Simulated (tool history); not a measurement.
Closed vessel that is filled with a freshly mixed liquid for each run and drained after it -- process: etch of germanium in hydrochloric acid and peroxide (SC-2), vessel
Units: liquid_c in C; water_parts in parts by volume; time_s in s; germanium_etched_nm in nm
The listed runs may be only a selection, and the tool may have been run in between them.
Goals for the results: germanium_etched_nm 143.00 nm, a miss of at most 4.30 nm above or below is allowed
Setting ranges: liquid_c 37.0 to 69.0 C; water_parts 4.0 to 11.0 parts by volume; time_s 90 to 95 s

run	hour	liquid_c	water_parts	time_s	germanium_etched_nm
1	0.0	53.0	6.0	90	166.31
2	6.2	53.0	6.0	95	174.18
3	14.7	53.0	8.0	95	173.04
4	17.5	53.0	8.0	95	172.37
5	18.9	53.0	6.5	95	174.91
6	26.9	52.0	6.5	95	169.09
7	29.1	51.5	6.5	95	164.56
8	36.1	51.0	6.5	95	163.53
9	43.8	50.5	6.5	95	161.50
10	48.6	50.0	6.5	95	158.25
11	53.6	49.5	6.5	95	155.35
12	60.2	49.0	6.5	95	152.64
13	63.6	48.0	6.5	95	148.11

Exercise: of the 4 proposed moves below, exactly one satisfies all targets within the stated allowed misses. Which move is it?
A	67.0	52.0	4.5	90	?
B	67.0	49.5	6.5	95	?
C	67.0	48.5	7.0	95	?
D	67.0	48.0	5.0	90	?

move	germanium_etched_nm
A	163.06
B	156.85
C	151.28
D	143.00
A: misses by more than the last run did
B: misses by more than the last run did
C: misses by more than the last run did
D: hits every target within its allowed miss
So the answer is move D, the one that meets all the targets.
